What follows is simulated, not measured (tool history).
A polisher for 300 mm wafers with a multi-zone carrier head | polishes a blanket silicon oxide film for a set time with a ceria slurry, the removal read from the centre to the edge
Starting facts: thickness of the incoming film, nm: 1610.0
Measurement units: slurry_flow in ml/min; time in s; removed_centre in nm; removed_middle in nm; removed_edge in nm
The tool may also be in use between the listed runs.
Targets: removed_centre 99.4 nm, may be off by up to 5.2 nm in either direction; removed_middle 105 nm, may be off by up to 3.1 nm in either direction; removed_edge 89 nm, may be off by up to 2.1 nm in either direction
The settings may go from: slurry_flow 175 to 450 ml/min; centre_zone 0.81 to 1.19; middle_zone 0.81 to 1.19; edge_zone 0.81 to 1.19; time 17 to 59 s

run    day  slurry_flow  centre_zone  middle_zone  edge_zone  time  removed_centre  removed_middle  removed_edge
  1      0          290            1            1          1    38          171.67          179.14        169.42
  2  0.254          290         1.04            1          1    38          176.89          178.45        168.63
  3  0.479          290         1.04            1          1    47          219.86           217.6        208.77
  4  0.725          280         1.04            1       0.98    44          200.67          203.21        191.24
  5  0.996          275         1.04            1       0.96    41          192.61          190.98        176.57
  6  1.325          275         1.04            1       0.96    33          155.11          153.28        140.52
  7   1.55          270         1.03            1       0.95    32           146.2          150.21        138.34
  8  1.696          265         1.03            1       0.94    31          143.06          142.24        132.03
  9  1.754          260         0.95         1.08       0.84    21          90.205          104.15        85.066
 10   1.85          300         1.01         1.04       0.86    21          96.084          101.96        85.806
 11  1.896          295         1.01         1.04       0.86    21          96.867          102.36        86.727
 12  1.933          285         1.02         1.05       0.87    21          96.679          101.89        87.281
 13  2.196          295         1.03         1.06       0.88    22          102.58          105.73        91.849

Which one of the following 4 next-run settings gets every result inside its allowed miss? There is exactly one.
  A  2.458          330         0.96         0.93       0.89    23               ?               ?             ?
  B  2.458          290            1         1.04       0.94    22               ?               ?             ?
  C  2.458          365         1.03         1.06       0.89    21               ?               ?             ?
  D  2.458          290         1.09         1.02       1.03    22               ?               ?             ?

move  removed_centre  removed_middle  removed_edge
   A          100.73          103.67         97.27
   B          99.261          106.29        94.528
   C          99.585          104.76        89.202
   D          108.18          104.74        98.785
A: moves away from the targets compared with the last run
B: moves away from the targets compared with the last run
C: hits every target within its allowed miss
D: moves away from the targets compared with the last run
C meets every target.
